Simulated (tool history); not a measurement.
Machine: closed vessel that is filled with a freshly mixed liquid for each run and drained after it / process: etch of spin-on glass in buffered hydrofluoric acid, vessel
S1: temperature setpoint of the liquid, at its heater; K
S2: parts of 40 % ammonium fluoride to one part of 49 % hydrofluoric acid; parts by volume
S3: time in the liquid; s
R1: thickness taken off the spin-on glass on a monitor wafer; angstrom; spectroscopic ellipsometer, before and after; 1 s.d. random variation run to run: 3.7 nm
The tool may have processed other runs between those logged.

run	day	S1	S2	S3	R1
1	0.000	295.15	16.5	90	2362.5
2	0.029	295.15	16.5	95	2451.9
3	0.267	295.15	16.5	95	2472.7
4	0.412	296.15	16.0	95	2658.5
5	0.504	296.15	16.0	90	2548.3
6	0.571	294.65	16.0	90	2338.4
7	0.717	296.15	15.5	90	2648.8
8	0.962	297.15	15.0	90	2859.6
9	1.254	298.15	14.5	90	3173.3
10	1.454	299.15	14.5	90	3315.3
11	1.621	299.65	14.0	90	3525.1
12	1.725	300.15	14.0	90	3546.1
13	1.858	300.65	13.5	90	3804.6
14	2.117	301.15	13.5	90	3952.7
15	2.321	301.65	13.5	90	4035.9

Run 16 is up next; what results do you expect?
16	2.542	302.65	13.0	90	?

Run 16 produced R1 4403.4 angstrom.
